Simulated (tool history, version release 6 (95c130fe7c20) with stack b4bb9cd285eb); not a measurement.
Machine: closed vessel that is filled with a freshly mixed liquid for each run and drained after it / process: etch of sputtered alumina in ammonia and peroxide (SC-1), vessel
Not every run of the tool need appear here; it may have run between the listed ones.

| run | hour | temperature setpoint of the liquid (K) | parts of 29 % ammonia solution to one part of 30 % peroxide (parts by volume) | time in the liquid (s) | thickness taken off the sputtered alumina on a monitor wafer (angstrom) |
|---|---|---|---|---|---|
| 1 | 0.0 | 319.15 | 0.7 | 75 | 40.159 |
| 2 | 2.2 | 319.15 | 0.7 | 75 | 39.711 |
| 3 | 2.9 | 321.15 | 0.7 | 75 | 45.051 |
| 4 | 10.9 | 322.65 | 0.7 | 75 | 49.444 |
| 5 | 17.8 | 324.15 | 0.7 | 75 | 53.096 |
|  | 22.2 | ammonia flow meter replaced |
| 6 | 22.2 | 325.15 | 0.7 | 75 | 55.783 |
| 7 | 27.6 | 326.15 | 0.7 | 75 | 58.749 |
| 8 | 34.9 | 327.15 | 0.7 | 75 | 62.056 |

Forecast run 9:
| 9 | 37.4 | 327.65 | 0.7 | 75 | ? |

{"run 9": {"thickness taken off the sputtered alumina on a monitor wafer (angstrom)": 63.972}}
